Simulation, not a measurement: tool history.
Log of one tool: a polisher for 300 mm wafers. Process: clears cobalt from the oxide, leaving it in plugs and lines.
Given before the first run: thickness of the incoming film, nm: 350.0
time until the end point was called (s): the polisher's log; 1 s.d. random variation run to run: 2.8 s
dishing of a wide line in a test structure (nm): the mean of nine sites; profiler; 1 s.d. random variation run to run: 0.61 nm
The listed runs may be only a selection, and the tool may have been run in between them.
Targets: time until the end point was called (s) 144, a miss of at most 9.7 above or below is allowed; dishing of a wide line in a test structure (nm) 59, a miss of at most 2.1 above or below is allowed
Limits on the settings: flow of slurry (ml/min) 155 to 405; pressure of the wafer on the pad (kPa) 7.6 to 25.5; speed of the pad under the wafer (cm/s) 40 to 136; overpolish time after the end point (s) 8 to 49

run,day,flow of slurry (ml/min),pressure of the wafer on the pad (kPa),speed of the pad under the wafer (cm/s),overpolish time after the end point (s),time until the end point was called (s),dishing of a wide line in a test structure (nm)
1,0,260,16.5,88,25,60.566,79.226
2,0.121,260,16.5,88,17,58.964,66.02
3,0.217,260,16.5,88,11,59.71,50.208
4,0.333,260,15.2,84,13,64.874,52.035
5,0.575,260,12.4,84,13,79.067,45.283
6,0.817,260,12.4,84,21,82.018,62.232
7,0.896,250,8.3,60,26,161.81,46.865
8,1.2,250,8.3,60,27,157.45,47.911
9,1.558,250,8.3,60,28,152.66,49.149
10,1.617,250,9,60,40,147.05,64.062
11,1.95,250,9,60,39,147.81,63.078
12,2.217,250,9,60,38,146.63,63.414

Which of these 4 next moves meets every target?
A,2.483,235,11.7,42,45,?,?
B,2.483,200,13.1,50,29,?,?
C,2.483,320,8.3,66,34,?,?
D,2.483,200,7.6,76,31,?,?

move,time until the end point was called (s),dishing of a wide line in a test structure (nm)
A,154.41,67.344
B,122.41,59.687
C,146.23,59.18
D,145.35,56.059
A: the biggest miss grows against the last run
B: brings the result that was furthest off to its target, and leaves another outside
C: in spec on every target
D: takes the result that was furthest off past its target
The move that meets every target is C.
